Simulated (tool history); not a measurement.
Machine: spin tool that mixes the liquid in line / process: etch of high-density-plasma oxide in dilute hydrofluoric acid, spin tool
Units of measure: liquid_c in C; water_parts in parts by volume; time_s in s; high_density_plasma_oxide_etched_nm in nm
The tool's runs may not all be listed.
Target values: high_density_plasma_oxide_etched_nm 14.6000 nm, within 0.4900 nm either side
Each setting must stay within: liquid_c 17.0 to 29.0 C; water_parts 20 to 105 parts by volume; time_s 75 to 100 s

run,hour,liquid_c,water_parts,time_s,high_density_plasma_oxide_etched_nm
1,0.0,21.0,55,100,7.9667
2,3.3,21.0,35,100,12.9940
3,10.1,21.5,35,100,13.1200
4,13.7,22.0,35,100,13.7580
5,19.2,22.0,50,100,9.2862
6,20.3,24.0,50,100,10.1000
7,22.7,25.0,50,100,10.5380
8,26.9,26.0,50,100,10.9860
9,31.1,26.5,50,100,10.8410
10,32.8,27.0,50,100,11.2620
11,34.6,27.0,50,100,11.3980
12,39.6,27.5,50,100,11.7000
13,48.0,28.0,50,100,11.9610
14,56.1,28.5,45,100,13.3550
15,57.4,29.0,45,100,13.6630
16,58.2,29.0,40,100,15.6360
17,59.8,28.5,40,100,15.3020

5 next moves are on the table. One of them brings every result within its allowed miss. Which?
A,61.4,29.0,40,95,?
B,61.4,29.0,35,75,?
C,61.4,29.0,45,100,?
D,61.4,28.0,40,90,?
E,61.4,27.5,40,90,?

move,high_density_plasma_oxide_etched_nm
A,14.7110
B,13.3750
C,13.6610
D,13.3900
E,13.1220
A: each result inside its tolerance
B: takes the biggest miss from the last run beyond its target
C: takes the biggest miss from the last run beyond its target
D: takes the biggest miss from the last run beyond its target
E: takes the biggest miss from the last run beyond its target
A is the move that brings every result within its allowed miss.
